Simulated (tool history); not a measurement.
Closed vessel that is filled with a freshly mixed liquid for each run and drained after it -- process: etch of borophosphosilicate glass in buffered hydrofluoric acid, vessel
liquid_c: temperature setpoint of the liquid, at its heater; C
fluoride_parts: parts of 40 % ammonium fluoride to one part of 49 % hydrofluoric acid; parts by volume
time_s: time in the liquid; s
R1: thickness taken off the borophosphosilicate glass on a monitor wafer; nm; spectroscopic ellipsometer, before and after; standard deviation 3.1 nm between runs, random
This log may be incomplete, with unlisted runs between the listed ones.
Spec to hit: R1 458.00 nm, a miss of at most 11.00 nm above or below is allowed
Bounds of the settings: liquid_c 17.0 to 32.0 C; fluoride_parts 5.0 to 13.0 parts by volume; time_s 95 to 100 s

Run 1, hour 0.0: liquid_c 25.0 C, fluoride_parts 8.0 parts by volume, time_s 95 s. Result: R1 203.87 nm.
Run 2, hour 7.8: liquid_c 21.5 C, fluoride_parts 8.0 parts by volume, time_s 95 s. Result: R1 167.53 nm.
Run 3, hour 11.3: liquid_c 21.5 C, fluoride_parts 9.0 parts by volume, time_s 95 s. Result: R1 145.82 nm.
Run 4, hour 18.9: liquid_c 21.5 C, fluoride_parts 7.5 parts by volume, time_s 95 s. Result: R1 181.15 nm.
Run 5, hour 26.0: liquid_c 23.5 C, fluoride_parts 7.0 parts by volume, time_s 95 s. Result: R1 218.60 nm.
At hour 29.2: thermometer replaced.
Run 6, hour 29.2: liquid_c 23.5 C, fluoride_parts 7.0 parts by volume, time_s 95 s. Result: R1 227.70 nm.
Run 7, hour 36.8: liquid_c 27.5 C, fluoride_parts 5.0 parts by volume, time_s 95 s. Result: R1 379.88 nm.
Run 8, hour 40.6: liquid_c 28.0 C, fluoride_parts 5.0 parts by volume, time_s 95 s. Result: R1 388.06 nm.
Run 9, hour 47.3: liquid_c 28.5 C, fluoride_parts 5.0 parts by volume, time_s 95 s. Result: R1 401.74 nm.
Run 10, hour 51.5: liquid_c 29.0 C, fluoride_parts 5.0 parts by volume, time_s 95 s. Result: R1 413.75 nm.

Exercise: of the 4 proposed moves below, exactly one satisfies all targets within the stated allowed misses. Which move is it?
Run A, hour 55.7: liquid_c 29.5 C, fluoride_parts 6.0 parts by volume, time_s 95 s. Result: R1 ?.
Run B, hour 55.7: liquid_c 28.5 C, fluoride_parts 5.5 parts by volume, time_s 95 s. Result: R1 ?.
Run C, hour 55.7: liquid_c 32.0 C, fluoride_parts 5.0 parts by volume, time_s 95 s. Result: R1 ?.
Run D, hour 55.7: liquid_c 30.0 C, fluoride_parts 5.0 parts by volume, time_s 100 s. Result: R1 ?.

move      R1
   A  361.76
   B  370.34
   C  481.74
   D  457.73
A: moves away from the targets compared with the last run
B: moves away from the targets compared with the last run
C: the result that was furthest off in the last run now lies on the other side of its target
D: every result lands within tolerance
D is the move that brings every result within its allowed miss.
